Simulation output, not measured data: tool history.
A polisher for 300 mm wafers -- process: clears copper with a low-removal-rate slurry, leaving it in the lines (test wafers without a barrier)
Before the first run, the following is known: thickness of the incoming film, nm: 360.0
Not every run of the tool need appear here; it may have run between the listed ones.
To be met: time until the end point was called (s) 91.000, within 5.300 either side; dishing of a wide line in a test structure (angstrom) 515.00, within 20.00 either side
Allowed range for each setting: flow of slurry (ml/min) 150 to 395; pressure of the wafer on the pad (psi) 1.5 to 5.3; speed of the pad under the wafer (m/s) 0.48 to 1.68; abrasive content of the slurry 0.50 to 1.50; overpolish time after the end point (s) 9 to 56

run	hour	flow of slurry (ml/min)	pressure of the wafer on the pad (psi)	speed of the pad under the wafer (m/s)	abrasive content of the slurry	overpolish time after the end point (s)	time until the end point was called (s)	dishing of a wide line in a test structure (angstrom)
1	0.0	250	3.4	1.08	1.00	29	96.094	642.60
2	4.4	250	3.4	1.08	1.00	41	96.657	843.35
3	12.1	250	3.4	1.08	1.00	35	94.727	767.04
4	17.2	250	3.4	1.08	1.00	31	95.919	702.17
5	20.2	250	3.4	1.08	1.00	27	96.332	622.90
6	25.6	250	3.4	0.90	1.00	27	114.190	536.55
7	32.2	255	3.6	0.90	1.00	25	106.740	542.12
8	34.2	270	4.1	0.94	1.00	16	89.969	428.08
9	42.8	265	4.0	0.96	1.00	17	89.478	447.58
10	48.0	265	3.9	0.98	1.00	18	90.804	464.18
11	50.6	260	3.9	0.98	1.00	19	90.407	489.50
12	54.3	255	3.9	0.98	1.00	19	87.877	487.99

Next run, 5 choices. One meets every target within its allowed miss, the rest don't. Which?
A	58.0	285	3.8	1.06	1.15	17	?	?
B	58.0	260	4.1	0.94	1.15	17	?	?
C	58.0	195	3.8	1.06	0.85	18	?	?
D	58.0	225	4.3	0.88	1.30	17	?	?
E	58.0	295	4.5	0.84	1.00	20	?	?

move	time until the end point was called (s)	dishing of a wide line in a test structure (angstrom)
A	85.169	473.61
B	89.356	456.55
C	92.583	463.29
D	89.486	456.96
E	92.765	509.23
A: its largest miss is bigger than the last run's
B: its largest miss is bigger than the last run's
C: its largest miss is bigger than the last run's
D: its largest miss is bigger than the last run's
E: every result within its allowed miss
Answer: E
